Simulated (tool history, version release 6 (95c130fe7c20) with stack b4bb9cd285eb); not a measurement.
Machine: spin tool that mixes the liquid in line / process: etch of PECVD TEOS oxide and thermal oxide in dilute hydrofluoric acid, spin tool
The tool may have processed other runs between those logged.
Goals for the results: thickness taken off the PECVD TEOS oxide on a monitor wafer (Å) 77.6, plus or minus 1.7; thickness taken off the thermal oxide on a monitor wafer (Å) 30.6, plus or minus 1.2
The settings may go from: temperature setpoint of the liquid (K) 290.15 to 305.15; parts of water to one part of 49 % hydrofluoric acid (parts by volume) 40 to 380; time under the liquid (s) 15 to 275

run    day  temperature setpoint of the liquid (K)  parts of water to one part of 49 % hydrofluoric acid (parts by volume)  time under the liquid (s)  thickness taken off the PECVD TEOS oxide on a monitor wafer (Å)  thickness taken off the thermal oxide on a monitor wafer (Å)
  1      0                                  297.15                                                                     210                        140                                                           67.196                                                        26.866
  2  0.071                                  298.15                                                                     210                        140                                                           69.542                                                        27.574
  3  0.196                                  298.15                                                                     210                        165                                                           82.567                                                         32.24
  4  0.554                                  299.15                                                                     210                        165                                                           86.213                                                        33.406
  5  0.708                                  299.15                                                                     210                        105                                                           54.377                                                         21.71
  6  1.012                                  300.65                                                                     200                        105                                                           60.373                                                        23.936
  7  1.192                                  301.65                                                                     195                        105                                                           64.395                                                        25.708
  8  1.429                                  302.65                                                                     190                        105                                                           69.459                                                        27.477
  9  1.792                                  302.65                                                                     190                        105                                                           68.908                                                        27.492

Which single option among these 5 for the next run brings every result within its allowed miss of target? Just one does.
  A  2.154                                  304.15                                                                     305                        170                                                                ?                                                             ?
  B  2.154                                  299.65                                                                     175                        130                                                                ?                                                             ?
  C  2.154                                  304.65                                                                     205                        120                                                                ?                                                             ?
  D  2.154                                  301.65                                                                     195                        120                                                                ?                                                             ?
  E  2.154                                  302.15                                                                     145                         65                                                                ?                                                             ?

move  thickness taken off the PECVD TEOS oxide on a monitor wafer (Å)  thickness taken off the thermal oxide on a monitor wafer (Å)
   A                                                           63.773                                                        24.685
   B                                                           85.204                                                        32.981
   C                                                           76.881                                                        29.759
   D                                                           73.922                                                        28.614
   E                                                           58.439                                                        22.621
A: lands further from the targets than the last run did
B: pushes the last run's worst result past its target
C: in spec on every target
D: moves toward the targets from the last run without getting all of them in spec
E: lands further from the targets than the last run did
C is the move that brings every result within its allowed miss.
